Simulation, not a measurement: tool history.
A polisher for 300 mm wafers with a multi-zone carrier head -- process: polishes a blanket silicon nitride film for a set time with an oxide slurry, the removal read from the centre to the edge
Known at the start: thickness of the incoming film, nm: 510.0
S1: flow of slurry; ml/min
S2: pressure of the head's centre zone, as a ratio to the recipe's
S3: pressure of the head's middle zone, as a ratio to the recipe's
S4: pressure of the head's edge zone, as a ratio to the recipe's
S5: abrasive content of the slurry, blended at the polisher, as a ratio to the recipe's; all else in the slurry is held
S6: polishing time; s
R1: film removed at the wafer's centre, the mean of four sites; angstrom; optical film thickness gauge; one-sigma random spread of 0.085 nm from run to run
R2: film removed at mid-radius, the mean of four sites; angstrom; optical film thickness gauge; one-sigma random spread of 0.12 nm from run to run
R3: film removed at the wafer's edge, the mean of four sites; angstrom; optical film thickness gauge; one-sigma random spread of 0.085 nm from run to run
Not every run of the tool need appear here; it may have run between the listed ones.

run    day   S1    S2    S3    S4    S5  S6      R1      R2      R3
  1      0  125     1     1     1     1  34  208.65  218.46  215.06
  2  0.317  110  0.98  0.94  0.98  0.85  32  173.59  176.01   180.2
  3  0.592  110  0.98  0.94  0.98  0.85  38  205.35  203.04  216.49
  4  0.929  100  0.96   0.9  0.97  0.75  35  166.37  162.91  178.25
  5  1.221  100  0.96   0.9  0.89  0.75  35  165.08  162.95  171.11
  6  1.325  100  0.96  0.83  0.89  0.75  35  165.83  150.93  170.91
  7  1.583   95  0.94  0.82  0.88  0.65  34  142.07  132.21  150.75
  8  1.746   90  0.93  0.82  0.87   0.6  34  129.38  122.59  141.32
  9  2.108   90  0.93  0.82  0.87   0.6  34  130.07  122.34  140.18

What does the tool deliver on the next run?
 10  2.417  85  0.92  0.82  0.86  0.6  34   ?   ?   ?

R1: 126.04 angstrom
R2: 122.25 angstrom
R3: 137.29 angstrom
